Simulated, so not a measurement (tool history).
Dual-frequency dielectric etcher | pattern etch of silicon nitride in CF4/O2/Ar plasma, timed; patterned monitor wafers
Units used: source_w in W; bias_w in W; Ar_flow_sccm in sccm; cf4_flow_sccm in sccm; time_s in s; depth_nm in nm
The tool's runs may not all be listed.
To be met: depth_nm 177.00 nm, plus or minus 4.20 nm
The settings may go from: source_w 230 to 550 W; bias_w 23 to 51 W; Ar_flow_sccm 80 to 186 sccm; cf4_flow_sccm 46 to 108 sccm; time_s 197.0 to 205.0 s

| run | day | source_w | bias_w | Ar_flow_sccm | cf4_flow_sccm | time_s | depth_nm |
|---|---|---|---|---|---|---|---|
| 1 | 0.000 | 390 | 37 | 133 | 77 | 197.0 | 229.30 |
| 2 | 0.283 | 390 | 37 | 133 | 66 | 197.0 | 224.17 |
| 3 | 0.446 | 370 | 37 | 133 | 66 | 197.0 | 213.32 |
| 4 | 0.696 | 370 | 37 | 133 | 61 | 197.0 | 213.92 |
| 5 | 0.946 | 370 | 37 | 133 | 61 | 197.0 | 211.13 |
| 6 | 1.067 | 370 | 37 | 133 | 61 | 205.0 | 220.47 |
| 7 | 1.133 | 370 | 37 | 133 | 61 | 205.0 | 221.25 |
| 8 | 1.400 | 290 | 36 | 134 | 61 | 205.0 | 180.09 |

Of the 4 settings listed for the next run, only one would bring every result within its allowed miss of target. Which one?
| A | 1.667 | 310 | 43 | 164 | 53 | 197.0 | ? |
| B | 1.667 | 280 | 46 | 163 | 53 | 202.5 | ? |
| C | 1.667 | 280 | 36 | 136 | 62 | 205.0 | ? |
| D | 1.667 | 290 | 39 | 156 | 88 | 200.0 | ? |

| move | depth_nm |
|---|---|
| A | 187.84 |
| B | 185.69 |
| C | 177.22 |
| D | 185.95 |
A: misses by more than the last run did
B: misses by more than the last run did
C: all results land within tolerance of their targets
D: misses by more than the last run did
C meets every target.
